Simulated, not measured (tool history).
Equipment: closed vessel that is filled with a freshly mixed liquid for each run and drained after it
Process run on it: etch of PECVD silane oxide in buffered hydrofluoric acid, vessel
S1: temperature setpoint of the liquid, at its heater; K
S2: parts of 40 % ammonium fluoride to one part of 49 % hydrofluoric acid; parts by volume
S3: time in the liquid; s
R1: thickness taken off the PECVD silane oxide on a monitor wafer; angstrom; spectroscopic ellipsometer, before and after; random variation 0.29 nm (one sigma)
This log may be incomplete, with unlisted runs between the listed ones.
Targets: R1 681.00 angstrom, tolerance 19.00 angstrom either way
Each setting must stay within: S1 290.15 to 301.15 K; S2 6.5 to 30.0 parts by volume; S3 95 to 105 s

run	hour	S1	S2	S3	R1
1	0.0	293.15	19.5	95	1004.40
2	6.3	293.15	19.5	105	1119.80
3	11.2	292.65	21.0	105	1018.20
4	13.3	292.15	22.0	105	960.55
5	16.5	292.15	26.0	105	857.91
6	20.0	291.65	27.0	105	808.27
7	25.9	291.15	27.5	105	774.52
8	26.7	291.15	27.5	105	774.83
9	34.8	291.15	28.0	105	765.17
10	36.0	291.15	28.5	105	757.44

Consider the 4 candidate settings below. Which is the only one whose results all fall within their allowed miss of target?
A	37.2	290.15	25.5	105	?
B	37.2	290.15	30.0	95	?
C	37.2	290.65	28.5	105	?
D	37.2	291.65	29.5	95	?

move	R1
A	774.44
B	626.02
C	737.82
D	690.07
A: lands further from the targets than the last run did
B: takes the biggest miss from the last run beyond its target
C: closer than the last run, but not yet in spec
D: hits every target within its allowed miss
Answer: D

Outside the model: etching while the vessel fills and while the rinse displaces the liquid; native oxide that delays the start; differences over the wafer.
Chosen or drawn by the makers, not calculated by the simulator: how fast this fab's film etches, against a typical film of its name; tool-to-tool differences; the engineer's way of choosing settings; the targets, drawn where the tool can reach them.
